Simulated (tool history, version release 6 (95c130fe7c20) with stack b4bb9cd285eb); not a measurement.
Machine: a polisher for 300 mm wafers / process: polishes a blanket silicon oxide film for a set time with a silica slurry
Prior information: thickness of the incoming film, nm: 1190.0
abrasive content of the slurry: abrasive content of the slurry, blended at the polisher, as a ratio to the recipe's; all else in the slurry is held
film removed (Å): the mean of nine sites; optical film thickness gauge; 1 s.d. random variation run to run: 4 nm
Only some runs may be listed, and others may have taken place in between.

run	hour	flow of slurry (ml/min)	pressure of the wafer on the pad (kPa)	speed of the pad under the wafer (cm/s)	abrasive content of the slurry	polishing time (s)	film removed (Å)
1	0.0	315	37.9	156	1.0	80	4328.7
2	8.2	315	37.9	192	1.0	80	5148.7
3	13.6	245	37.9	192	1.0	80	4990.3
4	15.5	245	37.9	192	0.8	80	4240.7
5	23.3	245	34.5	192	0.8	80	3735.1
6	28.3	245	31.7	190	0.8	80	3488.6

Run 7 is up next; what results do you expect?
7	33.8	245	29.0	188	0.8	80	?

film removed (Å): 3193.7

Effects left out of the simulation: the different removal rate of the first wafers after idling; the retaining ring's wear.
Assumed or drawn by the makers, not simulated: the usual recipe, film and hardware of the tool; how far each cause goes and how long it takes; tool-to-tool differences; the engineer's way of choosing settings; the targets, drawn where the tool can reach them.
